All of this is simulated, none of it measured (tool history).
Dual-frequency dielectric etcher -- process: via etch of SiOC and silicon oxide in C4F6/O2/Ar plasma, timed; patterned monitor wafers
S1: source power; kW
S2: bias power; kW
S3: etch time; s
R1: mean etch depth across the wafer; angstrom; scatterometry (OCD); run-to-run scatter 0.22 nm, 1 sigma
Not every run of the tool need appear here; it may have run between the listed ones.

run,hour,S1,S2,S3,R1
1,0,0.34,0.19,84.5,903.27
2,8.5,0.31,0.187,84.5,871.17
3,9.7,0.29,0.184,84.5,851.36
4,17.8,0.29,0.184,88,890.6
5,19.4,0.29,0.184,88,892.88
6,25.4,0.27,0.176,88,855.64
7,30.6,0.26,0.173,88,844.79

Forecast run 8:
8,36.5,0.21,0.15,87.5,?

For run 8 the tool returned R1 753.77 angstrom.
